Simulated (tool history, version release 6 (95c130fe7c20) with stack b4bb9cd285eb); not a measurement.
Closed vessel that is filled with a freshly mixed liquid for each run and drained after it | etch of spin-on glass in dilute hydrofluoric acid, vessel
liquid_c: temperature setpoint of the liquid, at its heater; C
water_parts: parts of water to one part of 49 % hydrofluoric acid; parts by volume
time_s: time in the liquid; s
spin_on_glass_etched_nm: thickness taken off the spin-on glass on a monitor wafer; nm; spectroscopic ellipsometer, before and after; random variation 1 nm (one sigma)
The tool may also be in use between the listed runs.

run 1 hour=0.0 | liquid_c=22.0 water_parts=70 time_s=95 | spin_on_glass_etched_nm=72.668
run 2 hour=2.1 | liquid_c=22.0 water_parts=70 time_s=100 | spin_on_glass_etched_nm=76.310
run 3 hour=8.8 | liquid_c=22.0 water_parts=50 time_s=100 | spin_on_glass_etched_nm=110.200
run 4 hour=13.2 | liquid_c=23.0 water_parts=50 time_s=100 | spin_on_glass_etched_nm=114.550
run 5 hour=21.3 | liquid_c=23.5 water_parts=50 time_s=100 | spin_on_glass_etched_nm=116.520
run 6 hour=22.0 | liquid_c=23.5 water_parts=50 time_s=100 | spin_on_glass_etched_nm=116.970
run 7 hour=26.5 | liquid_c=24.0 water_parts=50 time_s=100 | spin_on_glass_etched_nm=118.590

Forecast run 8:
run 8 hour=31.2 | liquid_c=24.5 water_parts=50 time_s=100 | spin_on_glass_etched_nm=?

spin_on_glass_etched_nm: 120.640 nm
